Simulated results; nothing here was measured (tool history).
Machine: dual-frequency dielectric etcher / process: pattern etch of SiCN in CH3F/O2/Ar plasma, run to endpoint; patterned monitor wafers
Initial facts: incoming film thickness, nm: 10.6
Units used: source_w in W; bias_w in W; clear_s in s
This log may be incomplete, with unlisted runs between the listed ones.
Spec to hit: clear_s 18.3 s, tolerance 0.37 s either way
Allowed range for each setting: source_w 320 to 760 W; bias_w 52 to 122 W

run,hour,source_w,bias_w,clear_s
1,0,540,87,22.721
2,8.4,580,91,21.63
3,10.7,530,91,22.619
4,14.6,500,91,23.159
5,21.3,550,93,21.824
6,23.3,610,93,20.928
7,28.5,640,94,20.591
8,37,660,96,20.118
9,42.3,680,98,19.565
10,50.2,680,98,19.591
11,54.4,700,99,19.184
12,55.4,710,99,19.245
13,62.5,720,100,19.088

Pick the move, out of 5, that brings all results within their allowed miss; only one does.
A,69.6,680,91,?
B,69.6,760,110,?
C,69.6,710,95,?
D,69.6,750,116,?
E,69.6,760,102,?

move,clear_s
A,20.225
B,17.666
C,19.464
D,17.325
E,18.303
A: further off than the last run
B: carries the result that was furthest off beyond its target, to the other side
C: further off than the last run
D: carries the result that was furthest off beyond its target, to the other side
E: each result inside its tolerance
E is the move that brings every result within its allowed miss.
